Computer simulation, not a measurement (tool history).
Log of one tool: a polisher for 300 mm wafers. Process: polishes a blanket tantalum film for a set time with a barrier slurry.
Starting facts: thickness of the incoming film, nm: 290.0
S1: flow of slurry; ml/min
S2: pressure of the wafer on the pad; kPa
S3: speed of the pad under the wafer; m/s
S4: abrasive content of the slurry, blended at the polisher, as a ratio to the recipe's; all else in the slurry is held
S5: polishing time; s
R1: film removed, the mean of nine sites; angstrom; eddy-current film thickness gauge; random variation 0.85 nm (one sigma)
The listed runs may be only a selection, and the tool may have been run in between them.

Run 1, day 0: S1 320 ml/min, S2 13.8 kPa, S3 1.18 m/s, S4 1, S5 32 s. Result: R1 742.87 angstrom.
Run 2, day 0.196: S1 320 ml/min, S2 14.5 kPa, S3 1.18 m/s, S4 1, S5 32 s. Result: R1 769.62 angstrom.
Run 3, day 0.492: S1 320 ml/min, S2 15.2 kPa, S3 1.18 m/s, S4 1, S5 32 s. Result: R1 821.81 angstrom.
Run 4, day 0.529: S1 320 ml/min, S2 16.5 kPa, S3 1.18 m/s, S4 1, S5 32 s. Result: R1 883.61 angstrom.
Run 5, day 0.579: S1 320 ml/min, S2 16.5 kPa, S3 1.18 m/s, S4 1, S5 32 s. Result: R1 884.65 angstrom.
Run 6, day 0.904: S1 385 ml/min, S2 16.5 kPa, S3 1.18 m/s, S4 1, S5 32 s. Result: R1 911.24 angstrom.

Run 7, settings as shown, results not yet in. Your forecast:
Run 7, day 0.946: S1 385 ml/min, S2 16.5 kPa, S3 1.18 m/s, S4 1, S5 32 s. Result: R1 ?.

{"run 7": {"R1": 908.94}}
